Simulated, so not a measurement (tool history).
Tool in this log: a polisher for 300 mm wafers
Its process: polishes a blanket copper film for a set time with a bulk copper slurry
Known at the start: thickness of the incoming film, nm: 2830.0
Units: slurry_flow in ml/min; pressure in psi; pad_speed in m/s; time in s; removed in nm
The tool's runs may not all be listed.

run 1 hour=0.0 | slurry_flow=255 pressure=2.2 pad_speed=1.10 slurry_solids=1.0 time=28 | removed=259.94
run 2 hour=6.0 | slurry_flow=255 pressure=2.1 pad_speed=1.10 slurry_solids=1.0 time=28 | removed=244.74
run 3 hour=14.0 | slurry_flow=255 pressure=2.1 pad_speed=1.32 slurry_solids=1.0 time=28 | removed=294.72
run 4 hour=18.9 | slurry_flow=255 pressure=2.0 pad_speed=1.32 slurry_solids=1.0 time=28 | removed=283.60
run 5 hour=24.6 | slurry_flow=255 pressure=2.0 pad_speed=1.16 slurry_solids=1.0 time=28 | removed=246.96
run 6 hour=28.6 | slurry_flow=255 pressure=2.0 pad_speed=1.16 slurry_solids=1.0 time=28 | removed=245.20
run 7 hour=33.6 | slurry_flow=255 pressure=1.9 pad_speed=1.16 slurry_solids=1.0 time=28 | removed=235.82

Expected results for the next run?
run 8 hour=38.9 | slurry_flow=255 pressure=1.8 pad_speed=1.16 slurry_solids=1.0 time=28 | removed=?

removed: 225.99 nm
